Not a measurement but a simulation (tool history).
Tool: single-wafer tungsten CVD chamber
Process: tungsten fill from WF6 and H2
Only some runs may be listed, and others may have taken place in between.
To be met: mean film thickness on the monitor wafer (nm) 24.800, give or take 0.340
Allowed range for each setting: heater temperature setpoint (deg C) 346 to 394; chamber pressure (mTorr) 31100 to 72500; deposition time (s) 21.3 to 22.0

run    day  heater temperature setpoint (deg C)  chamber pressure (mTorr)  deposition time (s)  mean film thickness on the monitor wafer (nm)
  1  0.000                                  370                     51800                 21.3                                         43.698
  2  0.167                                  370                     48400                 21.3                                         42.120
  3  0.233                                  370                     54100                 21.3                                         45.033
  4  0.333                                  376                     54100                 21.3                                         51.365
  5  0.662                                  376                     44800                 21.3                                         45.969
  6  0.717                                  376                     44800                 21.3                                         45.740
  7  0.788                                  371                     44700                 21.3                                         41.026
  8  0.929                                  359                     44100                 21.3                                         31.065
  9  1.288                                  357                     44100                 21.3                                         29.814
 10  1.508                                  347                     43900                 21.3                                         23.584
 11  1.846                                  348                     43900                 21.3                                         23.937
 12  2.133                                  348                     43900                 21.3                                         23.999

Exercise: of the 5 proposed moves below, exactly one satisfies all targets within the stated allowed misses. Which move is it?
  A  2.421                                  348                     47200                 21.4                                              ?
  B  2.421                                  352                     40000                 21.8                                              ?
  C  2.421                                  352                     39900                 21.7                                              ?
  D  2.421                                  349                     45800                 21.5                                              ?
  E  2.421                                  347                     46800                 21.5                                              ?

move  mean film thickness on the monitor wafer (nm)
   A                                         25.348
   B                                         25.579
   C                                         25.420
   D                                         25.608
   E                                         24.741
A: the result that was furthest off in the last run now lies on the other side of its target
B: the result that was furthest off in the last run now lies on the other side of its target
C: the result that was furthest off in the last run now lies on the other side of its target
D: the result that was furthest off in the last run now lies on the other side of its target
E: each result inside its tolerance
Move E is the one to make.
